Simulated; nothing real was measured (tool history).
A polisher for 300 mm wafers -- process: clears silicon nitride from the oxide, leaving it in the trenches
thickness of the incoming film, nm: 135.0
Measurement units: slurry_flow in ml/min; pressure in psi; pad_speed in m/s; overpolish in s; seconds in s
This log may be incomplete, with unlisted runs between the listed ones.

{"run": 1, "hour": 0.0, "slurry_flow": 170, "pressure": 3.1, "pad_speed": 1.12, "overpolish": 4, "seconds": 111.07}
{"run": 2, "hour": 3.3, "slurry_flow": 170, "pressure": 2.4, "pad_speed": 1.12, "overpolish": 4, "seconds": 139.35}
{"run": 3, "hour": 11.6, "slurry_flow": 170, "pressure": 2.1, "pad_speed": 1.12, "overpolish": 4, "seconds": 162.62}
{"run": 4, "hour": 14.0, "slurry_flow": 170, "pressure": 2.1, "pad_speed": 1.12, "overpolish": 4, "seconds": 165.74}
{"hour": 17.2, "done": "worn pad replaced by a new one"}
{"run": 5, "hour": 17.2, "slurry_flow": 165, "pressure": 2, "pad_speed": 1.12, "overpolish": 4, "seconds": 159.54}
{"run": 6, "hour": 22.0, "slurry_flow": 170, "pressure": 2, "pad_speed": 1.12, "overpolish": 4, "seconds": 156.85}
{"run": 7, "hour": 24.1, "slurry_flow": 165, "pressure": 1.9, "pad_speed": 1.12, "overpolish": 4, "seconds": 165.26}

Run 8 is up next; what results do you expect?
{"run": 8, "hour": 30.4, "slurry_flow": 145, "pressure": 1.7, "pad_speed": 1.12, "overpolish": 4, "seconds": "?"}

seconds: 190.46 s

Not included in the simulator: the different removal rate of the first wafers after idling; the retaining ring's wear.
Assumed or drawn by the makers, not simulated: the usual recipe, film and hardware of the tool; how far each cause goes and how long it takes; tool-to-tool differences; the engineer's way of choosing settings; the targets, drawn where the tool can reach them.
